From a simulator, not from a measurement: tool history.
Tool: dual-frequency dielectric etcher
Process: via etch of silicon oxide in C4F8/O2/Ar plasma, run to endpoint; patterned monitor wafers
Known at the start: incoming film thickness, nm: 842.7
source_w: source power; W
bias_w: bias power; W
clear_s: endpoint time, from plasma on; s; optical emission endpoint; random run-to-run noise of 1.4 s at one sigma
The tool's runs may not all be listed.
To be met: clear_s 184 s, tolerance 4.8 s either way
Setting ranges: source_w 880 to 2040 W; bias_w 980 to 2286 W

Run 1, hour 0: source_w 1460 W, bias_w 1633 W. Result: clear_s 208.09 s.
Run 2, hour 2.1: source_w 1460 W, bias_w 1830 W. Result: clear_s 199.23 s.
Run 3, hour 10.8: source_w 1500 W, bias_w 1846 W. Result: clear_s 193.65 s.
Run 4, hour 19.2: source_w 1520 W, bias_w 1852 W. Result: clear_s 195.62 s.
Run 5, hour 23: source_w 1280 W, bias_w 1852 W. Result: clear_s 210.62 s.
Run 6, hour 30.2: source_w 1340 W, bias_w 1871 W. Result: clear_s 208.08 s.
Run 7, hour 32.2: source_w 1390 W, bias_w 1886 W. Result: clear_s 205.65 s.
Run 8, hour 35.8: source_w 1440 W, bias_w 1901 W. Result: clear_s 197.92 s.
Run 9, hour 39.5: source_w 1470 W, bias_w 1910 W. Result: clear_s 197.78 s.
Run 10, hour 42.9: source_w 1510 W, bias_w 1923 W. Result: clear_s 194.28 s.
Run 11, hour 46.2: source_w 1540 W, bias_w 1932 W. Result: clear_s 188.7 s.
Run 12, hour 46.9: source_w 1550 W, bias_w 1934 W. Result: clear_s 188.5 s.
Run 13, hour 50.4: source_w 1560 W, bias_w 1937 W. Result: clear_s 189.45 s.
Run 14, hour 57.5: source_w 1570 W, bias_w 1941 W. Result: clear_s 189.49 s.

5 next moves are on the table. One of them brings every result within its allowed miss. Which?
Run A, hour 64.6: source_w 1470 W, bias_w 1817 W. Result: clear_s ?.
Run B, hour 64.6: source_w 1640 W, bias_w 2037 W. Result: clear_s ?.
Run C, hour 64.6: source_w 1630 W, bias_w 1764 W. Result: clear_s ?.
Run D, hour 64.6: source_w 1460 W, bias_w 1899 W. Result: clear_s ?.
Run E, hour 64.6: source_w 1530 W, bias_w 1901 W. Result: clear_s ?.

move  clear_s
   A   197.93
   B   180.63
   C   190.43
   D   195.53
   E   191.16
A: the biggest miss grows against the last run
B: all results land within tolerance of their targets
C: the biggest miss grows against the last run
D: the biggest miss grows against the last run
E: the biggest miss grows against the last run
Move B is the one to make.
